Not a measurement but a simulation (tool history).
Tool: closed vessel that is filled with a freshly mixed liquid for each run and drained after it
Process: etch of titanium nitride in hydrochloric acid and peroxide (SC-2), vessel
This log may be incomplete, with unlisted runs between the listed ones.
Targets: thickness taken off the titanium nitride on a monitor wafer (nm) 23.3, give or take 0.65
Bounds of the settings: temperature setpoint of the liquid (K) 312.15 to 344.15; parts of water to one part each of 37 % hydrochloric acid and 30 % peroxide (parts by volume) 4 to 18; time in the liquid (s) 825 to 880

run  hour  temperature setpoint of the liquid (K)  parts of water to one part each of 37 % hydrochloric acid and 30 % peroxide (parts by volume)  time in the liquid (s)  thickness taken off the titanium nitride on a monitor wafer (nm)
  1     0                                  328.15                                                                                             10                     825                                                            19.551
  2   4.9                                  335.15                                                                                             10                     825                                                            30.577
  3  13.3                                  334.65                                                                                             10                     825                                                            29.375
  4  21.8                                  340.65                                                                                             10                     825                                                             42.67
  5  25.8                                  344.15                                                                                             10                     825                                                            52.504
  6  30.4                                  344.15                                                                                             10                     825                                                            52.144
  7  33.4                                  342.65                                                                                             10                     825                                                            47.986
  8  36.1                                  341.15                                                                                             10                     825                                                             44.13
  9  43.4                                  340.15                                                                                             10                     825                                                            41.782
 10  46.4                                  332.15                                                                                             10                     825                                                            24.879
 11  49.7                                  331.65                                                                                             10                     825                                                            24.264

Exactly one of the 5 candidate moves below puts every result within its allowed miss. Which one?
  A    53                                  337.15                                                                                           16.5                     855                                                                 ?
  B    53                                  330.15                                                                                              9                     850                                                                 ?
  C    53                                  333.15                                                                                           11.5                     850                                                                 ?
  D    53                                  329.65                                                                                            8.5                     880                                                                 ?
  E    53                                  331.65                                                                                            9.5                     825                                                                 ?

move  thickness taken off the titanium nitride on a monitor wafer (nm)
   A                                                             23.04
   B                                                            24.863
   C                                                            24.496
   D                                                            26.118
   E                                                            25.393
A: meets every target
B: the biggest miss grows against the last run
C: the biggest miss grows against the last run
D: the biggest miss grows against the last run
E: the biggest miss grows against the last run
Correct choice: A, which meets every target

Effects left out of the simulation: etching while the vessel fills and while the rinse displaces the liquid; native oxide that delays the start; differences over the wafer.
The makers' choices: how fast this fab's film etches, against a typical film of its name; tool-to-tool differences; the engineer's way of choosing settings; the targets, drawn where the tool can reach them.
